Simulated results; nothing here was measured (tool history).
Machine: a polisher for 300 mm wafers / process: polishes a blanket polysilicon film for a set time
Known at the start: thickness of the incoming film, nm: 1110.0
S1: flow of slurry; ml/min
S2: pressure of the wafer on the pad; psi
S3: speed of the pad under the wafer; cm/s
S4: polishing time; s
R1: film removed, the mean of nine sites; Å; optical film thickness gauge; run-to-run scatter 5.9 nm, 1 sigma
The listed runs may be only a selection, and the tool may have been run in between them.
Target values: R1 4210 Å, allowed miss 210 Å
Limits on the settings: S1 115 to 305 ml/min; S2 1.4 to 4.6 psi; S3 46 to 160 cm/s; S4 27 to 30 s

run 1 hour=0 | S1=195 S2=3 S3=102 S4=30 | R1=2426.7
run 2 hour=9 | S1=195 S2=3 S3=114 S4=30 | R1=2710.8
run 3 hour=11.5 | S1=195 S2=3.4 S3=116 S4=30 | R1=3129.6
run 4 hour=16.4 | S1=195 S2=3.7 S3=118 S4=30 | R1=3461.9
run 5 hour=21.4 | S1=195 S2=3.7 S3=118 S4=27 | R1=3033.6
run 6 hour=30.4 | S1=195 S2=4 S3=122 S4=27 | R1=3505.9
run 7 hour=35.7 | S1=195 S2=4 S3=122 S4=27 | R1=3384.1
run 8 hour=39.5 | S1=195 S2=4.2 S3=126 S4=27 | R1=3789.9
run 9 hour=44.4 | S1=195 S2=4.3 S3=126 S4=27 | R1=3814.2
run 10 hour=48.3 | S1=195 S2=4.4 S3=128 S4=27 | R1=3954.1

Consider the 4 candidate settings below. Which is the only one whose results all fall within their allowed miss of target?
run A hour=52.2 | S1=260 S2=4 S3=128 S4=30 | R1=?
run B hour=52.2 | S1=150 S2=4.1 S3=118 S4=30 | R1=?
run C hour=52.2 | S1=170 S2=4.5 S3=142 S4=28 | R1=?
run D hour=52.2 | S1=170 S2=4.3 S3=126 S4=27 | R1=?

move=A R1=4143.5
move=B R1=3679.1
move=C R1=4582.1
move=D R1=3760.2
A: hits every target within its allowed miss
B: lands further from the targets than the last run did
C: takes the biggest miss from the last run beyond its target
D: lands further from the targets than the last run did
Go with A: it meets all targets.
